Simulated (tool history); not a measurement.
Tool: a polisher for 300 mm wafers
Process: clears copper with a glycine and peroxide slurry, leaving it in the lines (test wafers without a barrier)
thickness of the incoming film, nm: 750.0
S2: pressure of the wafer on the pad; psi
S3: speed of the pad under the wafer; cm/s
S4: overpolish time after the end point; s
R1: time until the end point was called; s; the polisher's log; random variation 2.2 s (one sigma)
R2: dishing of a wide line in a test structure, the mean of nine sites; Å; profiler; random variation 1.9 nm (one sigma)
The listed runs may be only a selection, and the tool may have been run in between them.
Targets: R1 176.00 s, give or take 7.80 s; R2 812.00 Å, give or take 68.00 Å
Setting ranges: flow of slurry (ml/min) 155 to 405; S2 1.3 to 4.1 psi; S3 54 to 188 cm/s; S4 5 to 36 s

{"run": 1, "day": 0.0, "flow of slurry (ml/min)": 260, "S2": 2.7, "S3": 120, "S4": 18, "R1": 132.53, "R2": 656.22}
{"run": 2, "day": 0.158, "flow of slurry (ml/min)": 260, "S2": 2.5, "S3": 118, "S4": 21, "R1": 140.26, "R2": 710.35}
{"run": 3, "day": 0.333, "flow of slurry (ml/min)": 260, "S2": 2.3, "S3": 116, "S4": 23, "R1": 151.52, "R2": 705.05}
{"run": 4, "day": 0.633, "flow of slurry (ml/min)": 260, "S2": 2.3, "S3": 116, "S4": 17, "R1": 154.96, "R2": 560.15}
{"run": 5, "day": 0.879, "flow of slurry (ml/min)": 260, "S2": 2.3, "S3": 104, "S4": 17, "R1": 161.75, "R2": 575.34}
{"run": 6, "day": 1.1, "flow of slurry (ml/min)": 260, "S2": 2.3, "S3": 100, "S4": 20, "R1": 162.85, "R2": 613.37}
{"run": 7, "day": 1.175, "flow of slurry (ml/min)": 260, "S2": 2.2, "S3": 98, "S4": 23, "R1": 171.23, "R2": 651.23}
{"run": 8, "day": 1.417, "flow of slurry (ml/min)": 260, "S2": 2.2, "S3": 98, "S4": 25, "R1": 168.5, "R2": 670.13}
{"run": 9, "day": 1.542, "flow of slurry (ml/min)": 260, "S2": 2.1, "S3": 98, "S4": 27, "R1": 172.14, "R2": 708.21}

Which of these 5 next moves meets every target?
{"run": "A", "day": 1.667, "flow of slurry (ml/min)": 240, "S2": 2.4, "S3": 102, "S4": 29, "R1": "?", "R2": "?"}
{"run": "B", "day": 1.667, "flow of slurry (ml/min)": 280, "S2": 2.2, "S3": 104, "S4": 21, "R1": "?", "R2": "?"}
{"run": "C", "day": 1.667, "flow of slurry (ml/min)": 205, "S2": 2.0, "S3": 110, "S4": 24, "R1": "?", "R2": "?"}
{"run": "D", "day": 1.667, "flow of slurry (ml/min)": 330, "S2": 1.9, "S3": 116, "S4": 34, "R1": "?", "R2": "?"}
{"run": "E", "day": 1.667, "flow of slurry (ml/min)": 205, "S2": 2.1, "S3": 110, "S4": 22, "R1": "?", "R2": "?"}

move=A R1=159.04 R2=838.17
move=B R1=166.78 R2=644.15
move=C R1=180.32 R2=665.34
move=D R1=175.50 R2=847.64
move=E R1=173.44 R2=644.73
A: brings the result that was furthest off to its target, and leaves another outside
B: lands further from the targets than the last run did
C: lands further from the targets than the last run did
D: in spec on every target
E: lands further from the targets than the last run did
Move D is the one to make.

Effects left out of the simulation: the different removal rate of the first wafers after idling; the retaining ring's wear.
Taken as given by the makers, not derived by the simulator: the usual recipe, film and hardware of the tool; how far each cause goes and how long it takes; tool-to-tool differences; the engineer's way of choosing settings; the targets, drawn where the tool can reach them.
